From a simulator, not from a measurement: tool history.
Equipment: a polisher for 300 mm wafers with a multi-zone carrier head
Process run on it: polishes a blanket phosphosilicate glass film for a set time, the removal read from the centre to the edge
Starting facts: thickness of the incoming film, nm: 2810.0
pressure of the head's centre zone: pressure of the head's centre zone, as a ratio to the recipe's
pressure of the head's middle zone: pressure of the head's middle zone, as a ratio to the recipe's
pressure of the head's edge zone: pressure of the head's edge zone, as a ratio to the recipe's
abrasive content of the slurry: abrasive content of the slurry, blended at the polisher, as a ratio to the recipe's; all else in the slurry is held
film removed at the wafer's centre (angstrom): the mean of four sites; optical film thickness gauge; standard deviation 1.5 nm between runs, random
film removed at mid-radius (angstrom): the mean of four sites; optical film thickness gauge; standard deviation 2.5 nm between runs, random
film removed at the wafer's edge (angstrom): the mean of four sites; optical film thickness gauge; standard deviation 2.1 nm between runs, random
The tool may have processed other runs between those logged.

run    day  flow of slurry (ml/min)  pressure of the head's centre zone  pressure of the head's middle zone  pressure of the head's edge zone  abrasive content of the slurry  polishing time (s)  film removed at the wafer's centre (angstrom)  film removed at mid-radius (angstrom)  film removed at the wafer's edge (angstrom)
  1  0.000                      200                                1.00                                1.00                              1.00                            1.00                  46                                         3212.3                                 3246.9                                       3241.3
  2  0.375                      245                                1.00                                1.00                              1.00                            1.00                  46                                         3285.5                                 3271.2                                       3255.9
  3  0.471                      245                                1.00                                1.00                              0.94                            1.00                  46                                         3272.7                                 3317.9                                       3272.9
  4  0.812                      245                                1.00                                1.00                              0.89                            1.00                  46                                         3250.1                                 3293.5                                       3133.8
  5  0.975                      245                                1.06                                1.00                              0.89                            1.00                  46                                         3471.2                                 3293.0                                       3105.6
  6  1.029                      245                                1.06                                1.00                              0.89                            1.00                  42                                         3153.0                                 3000.4                                       2837.2
  7  1.071                      240                                1.04                                0.99                              0.88                            0.95                  42                                         3047.5                                 3002.6                                       2764.1
  8  1.425                      240                                1.02                                0.97                              0.89                            0.90                  42                                         2894.7                                 2773.0                                       2673.8
  9  1.621                      235                                1.00                                0.96                              0.88                            0.90                  42                                         2817.2                                 2778.0                                       2671.7
 10  1.671                      180                                0.90                                0.86                              0.82                            0.70                  42                                         2146.9                                 2213.5                                       2219.1

What does the tool deliver on the next run?
 11  1.696                      185                                0.90                                0.86                              0.83                            0.70                  42                                              ?                                      ?                                            ?

Run 11 gave film removed at the wafer's centre (angstrom) 2162.3, film removed at mid-radius (angstrom) 2184.8, film removed at the wafer's edge (angstrom) 2248.2.
